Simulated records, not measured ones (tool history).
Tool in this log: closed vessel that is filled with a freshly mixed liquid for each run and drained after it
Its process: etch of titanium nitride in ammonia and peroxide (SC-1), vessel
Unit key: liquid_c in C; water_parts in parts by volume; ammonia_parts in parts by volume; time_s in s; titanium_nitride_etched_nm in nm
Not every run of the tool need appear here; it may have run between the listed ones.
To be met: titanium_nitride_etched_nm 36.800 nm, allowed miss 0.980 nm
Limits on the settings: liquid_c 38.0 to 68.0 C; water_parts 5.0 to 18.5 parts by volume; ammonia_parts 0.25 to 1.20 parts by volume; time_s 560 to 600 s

| run | day | liquid_c | water_parts | ammonia_parts | time_s | titanium_nitride_etched_nm |
|---|---|---|---|---|---|---|
| 1 | 0.000 | 52.0 | 10.5 | 0.95 | 560 | 42.412 |
| 2 | 0.346 | 49.0 | 10.5 | 0.95 | 560 | 34.036 |
| 3 | 0.604 | 49.5 | 10.5 | 0.95 | 560 | 35.357 |
| 4 | 0.929 | 49.5 | 13.5 | 0.95 | 560 | 30.808 |
| 5 | 1.112 | 50.0 | 13.5 | 0.95 | 560 | 32.290 |
| 6 | 1.329 | 50.0 | 13.5 | 0.75 | 560 | 30.744 |
| 7 | 1.479 | 50.5 | 13.5 | 0.75 | 560 | 32.246 |
| 8 | 1.804 | 51.0 | 13.5 | 0.75 | 560 | 33.096 |

Exercise: of the 5 proposed moves below, exactly one satisfies all targets within the stated allowed misses. Which move is it?
| A | 2.129 | 52.0 | 14.0 | 0.60 | 590 | ? |
| B | 2.129 | 52.5 | 16.0 | 0.85 | 600 | ? |
| C | 2.129 | 52.5 | 13.0 | 0.50 | 560 | ? |
| D | 2.129 | 51.5 | 16.0 | 0.85 | 600 | ? |
| E | 2.129 | 53.0 | 14.5 | 0.75 | 600 | ? |

| move | titanium_nitride_etched_nm |
|---|---|
| A | 35.084 |
| B | 36.516 |
| C | 34.721 |
| D | 34.087 |
| E | 38.990 |
A: nearer than the last run, and not there yet
B: every result within its allowed miss
C: nearer than the last run, and not there yet
D: nearer than the last run, and not there yet
E: takes the result that was furthest off past its target
The right move is B.
